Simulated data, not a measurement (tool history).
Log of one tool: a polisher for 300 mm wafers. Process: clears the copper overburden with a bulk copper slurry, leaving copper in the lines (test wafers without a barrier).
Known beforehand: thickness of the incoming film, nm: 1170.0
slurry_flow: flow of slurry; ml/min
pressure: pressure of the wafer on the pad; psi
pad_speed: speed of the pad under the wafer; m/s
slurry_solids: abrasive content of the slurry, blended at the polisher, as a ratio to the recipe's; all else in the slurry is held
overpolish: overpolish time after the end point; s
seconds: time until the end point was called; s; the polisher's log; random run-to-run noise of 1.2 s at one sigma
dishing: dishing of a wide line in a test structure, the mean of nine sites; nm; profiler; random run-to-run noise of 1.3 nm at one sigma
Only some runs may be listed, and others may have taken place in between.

run  hour  slurry_flow  pressure  pad_speed  slurry_solids  overpolish  seconds  dishing
  1   0.0          210       3.3       1.40            1.0          28   73.438   113.61
  2   6.8          210       3.3       1.60            1.0          28   66.913   116.65
  3  12.8          210       2.9       1.58            1.0          30   73.199   112.18
  4  20.3          210       2.9       1.58            1.0          36   73.043   115.36
  5  23.8          210       2.9       1.36            1.0          36   81.243   112.65
     32.4  -- head pressure recalibrated
  6  32.4          210       2.9       1.36            0.9          36   77.648   114.38
  7  37.1          205       2.5       1.34            0.9          38   84.893   111.46

What will run 8 give?
  8  42.8          205       2.2       1.30            0.9          38        ?        ?

seconds: 91.463 s
dishing: 109.24 nm

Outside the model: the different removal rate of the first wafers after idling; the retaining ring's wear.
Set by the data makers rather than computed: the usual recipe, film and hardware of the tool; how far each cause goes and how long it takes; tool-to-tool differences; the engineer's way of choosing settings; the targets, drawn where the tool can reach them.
